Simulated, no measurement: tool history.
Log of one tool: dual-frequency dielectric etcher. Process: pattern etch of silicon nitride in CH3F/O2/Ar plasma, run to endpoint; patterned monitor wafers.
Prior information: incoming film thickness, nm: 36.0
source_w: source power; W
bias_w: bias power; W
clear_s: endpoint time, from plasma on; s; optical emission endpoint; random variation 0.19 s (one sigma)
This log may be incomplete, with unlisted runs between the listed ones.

run 1 hour=0.0 | source_w=410 bias_w=80 | clear_s=50.096
run 2 hour=7.3 | source_w=430 bias_w=81 | clear_s=49.299
run 3 hour=10.0 | source_w=430 bias_w=67 | clear_s=52.575
run 4 hour=18.7 | source_w=450 bias_w=70 | clear_s=50.586
run 5 hour=26.1 | source_w=470 bias_w=72 | clear_s=48.998
run 6 hour=30.7 | source_w=470 bias_w=58 | clear_s=52.112
run 7 hour=33.2 | source_w=490 bias_w=61 | clear_s=50.774

Run 8 comes next. What will it give?
run 8 hour=39.2 | source_w=570 bias_w=77 | clear_s=?

clear_s: 45.040 s
